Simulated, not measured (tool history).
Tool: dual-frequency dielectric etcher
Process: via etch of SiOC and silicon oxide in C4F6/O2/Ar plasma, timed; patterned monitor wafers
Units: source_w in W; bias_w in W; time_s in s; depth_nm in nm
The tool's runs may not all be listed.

run,hour,source_w,bias_w,time_s,depth_nm
1,0.0,410,233,75.5,85.569
2,3.4,360,233,75.5,79.985
3,10.3,360,217,75.5,78.861
4,13.7,410,236,76.0,87.851
5,21.1,410,236,78.5,89.506
6,28.8,450,242,78.5,94.417
7,34.1,480,249,78.5,98.187
8,37.4,500,255,78.5,100.640
9,44.5,520,261,78.5,104.230
10,45.2,530,263,78.5,105.380

The next listed run, before its measurement:
11,50.5,540,265,78.5,?

{"run 11": {"depth_nm": 106.19}}
